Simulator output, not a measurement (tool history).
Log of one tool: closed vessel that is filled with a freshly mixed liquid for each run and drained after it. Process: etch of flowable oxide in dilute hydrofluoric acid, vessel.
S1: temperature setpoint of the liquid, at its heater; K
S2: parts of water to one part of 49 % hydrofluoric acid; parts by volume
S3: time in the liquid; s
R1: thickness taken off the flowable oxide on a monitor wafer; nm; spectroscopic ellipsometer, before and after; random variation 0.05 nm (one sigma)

run 1 hour=0.0 | S1=298.15 S2=210 S3=35 | R1=6.4021
run 2 hour=4.4 | S1=299.65 S2=210 S3=35 | R1=6.7101
run 3 hour=12.8 | S1=300.65 S2=210 S3=35 | R1=6.9889
run 4 hour=14.8 | S1=301.15 S2=210 S3=35 | R1=7.0271
run 5 hour=21.4 | S1=298.15 S2=210 S3=35 | R1=6.4643
run 6 hour=24.9 | S1=298.15 S2=210 S3=30 | R1=5.4208

Run 7 comes next. What will it give?
run 7 hour=26.3 | S1=300.15 S2=210 S3=30 | R1=?

Run 7 gave R1 5.8630 nm.
